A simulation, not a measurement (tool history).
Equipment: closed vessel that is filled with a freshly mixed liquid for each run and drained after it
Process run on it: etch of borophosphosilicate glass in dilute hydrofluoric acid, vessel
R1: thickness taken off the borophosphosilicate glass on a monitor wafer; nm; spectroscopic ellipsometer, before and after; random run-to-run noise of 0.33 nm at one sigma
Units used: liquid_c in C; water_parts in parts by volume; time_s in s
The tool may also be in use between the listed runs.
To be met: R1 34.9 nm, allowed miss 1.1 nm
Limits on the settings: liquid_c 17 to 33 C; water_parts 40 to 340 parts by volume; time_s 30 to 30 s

run 1 hour=0 | liquid_c=25 water_parts=190 time_s=30 | R1=10.494
run 2 hour=6.4 | liquid_c=26.5 water_parts=160 time_s=30 | R1=13.63
run 3 hour=13.1 | liquid_c=24 water_parts=160 time_s=30 | R1=12.374
run 4 hour=20.1 | liquid_c=24 water_parts=100 time_s=30 | R1=21.383
run 5 hour=21.6 | liquid_c=26.5 water_parts=100 time_s=30 | R1=23.737
run 6 hour=25.5 | liquid_c=26.5 water_parts=165 time_s=30 | R1=13.157
run 7 hour=28.6 | liquid_c=27.5 water_parts=145 time_s=30 | R1=15.967
run 8 hour=36.1 | liquid_c=28.5 water_parts=130 time_s=30 | R1=18.925
run 9 hour=37.3 | liquid_c=29.5 water_parts=120 time_s=30 | R1=21.334
run 10 hour=39.5 | liquid_c=30 water_parts=110 time_s=30 | R1=24.098
run 11 hour=46.8 | liquid_c=30.5 water_parts=105 time_s=30 | R1=25.587
run 12 hour=53 | liquid_c=30.5 water_parts=105 time_s=30 | R1=25.788
run 13 hour=60.6 | liquid_c=31 water_parts=100 time_s=30 | R1=27.709
run 14 hour=67.3 | liquid_c=31 water_parts=100 time_s=30 | R1=28.064
run 15 hour=69.6 | liquid_c=31.5 water_parts=95 time_s=30 | R1=30.299

5 next moves are on the table. One of them brings every result within its allowed miss. Which?
run A hour=71.9 | liquid_c=30.5 water_parts=105 time_s=30 | R1=?
run B hour=71.9 | liquid_c=30.5 water_parts=85 time_s=30 | R1=?
run C hour=71.9 | liquid_c=30.5 water_parts=80 time_s=30 | R1=?
run D hour=71.9 | liquid_c=33 water_parts=110 time_s=30 | R1=?
run E hour=71.9 | liquid_c=32 water_parts=115 time_s=30 | R1=?

move=A R1=25.607
move=B R1=32.558
move=C R1=34.848
move=D R1=26.594
move=E R1=24.354
A: lands further from the targets than the last run did
B: nearer than the last run, and not there yet
C: every result lands within tolerance
D: lands further from the targets than the last run did
E: lands further from the targets than the last run did
Correct choice: C, which meets every target

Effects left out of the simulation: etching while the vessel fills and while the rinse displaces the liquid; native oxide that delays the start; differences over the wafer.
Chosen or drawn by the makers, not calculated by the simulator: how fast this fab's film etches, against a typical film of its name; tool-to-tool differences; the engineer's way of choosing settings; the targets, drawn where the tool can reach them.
